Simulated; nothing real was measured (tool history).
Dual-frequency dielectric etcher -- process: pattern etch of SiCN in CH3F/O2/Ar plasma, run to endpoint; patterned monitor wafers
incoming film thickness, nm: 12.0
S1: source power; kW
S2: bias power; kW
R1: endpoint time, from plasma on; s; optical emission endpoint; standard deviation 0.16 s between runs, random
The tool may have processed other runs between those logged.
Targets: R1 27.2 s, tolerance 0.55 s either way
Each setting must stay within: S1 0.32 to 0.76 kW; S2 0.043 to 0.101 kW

run,day,S1,S2,R1
1,0,0.54,0.072,30.291
2,0.05,0.5,0.072,30.851
3,0.35,0.53,0.073,30.143
4,0.504,0.53,0.066,30.715
5,0.879,0.56,0.067,29.992
6,1.05,0.56,0.079,28.792
# day 1.217: wet clean of the chamber
7,1.217,0.57,0.079,29.643
8,1.579,0.68,0.09,26.438

Exercise: of the 5 proposed moves below, exactly one satisfies all targets within the stated allowed misses. Which move is it?
A,1.942,0.63,0.079,?
B,1.942,0.69,0.094,?
C,1.942,0.73,0.091,?
D,1.942,0.62,0.093,?
E,1.942,0.74,0.094,?

move,R1
A,28.382
B,26.107
C,25.725
D,27.38
E,25.36
A: takes the result that was furthest off past its target
B: lands further from the targets than the last run did
C: lands further from the targets than the last run did
D: every result within its allowed miss
E: lands further from the targets than the last run did
Answer: D
